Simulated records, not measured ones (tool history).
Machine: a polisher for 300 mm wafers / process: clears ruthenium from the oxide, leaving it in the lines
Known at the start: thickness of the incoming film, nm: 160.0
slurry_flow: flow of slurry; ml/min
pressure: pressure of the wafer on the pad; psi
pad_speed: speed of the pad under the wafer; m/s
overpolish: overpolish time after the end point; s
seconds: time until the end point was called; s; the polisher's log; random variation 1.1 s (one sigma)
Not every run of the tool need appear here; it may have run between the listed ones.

run  hour  slurry_flow  pressure  pad_speed  overpolish  seconds
  1   0.0          170       2.8       1.06          29   122.90
  2   2.5          170       2.8       1.22          29   106.93
  3   4.6          165       2.6       1.22          29   115.58
  4  11.3          190       2.6       1.22          29   110.92
  5  18.9          175       2.5       1.22          29   119.38
  6  21.1          175       2.3       1.22          29   129.39
  7  26.0          170       2.3       1.22          29   126.93
  8  31.5          170       2.1       1.22          29   141.62

Run 9 is up next; what results do you expect?
  9  39.7          170       2.1       1.22          29        ?

Run 9 measured seconds 139.70 s.
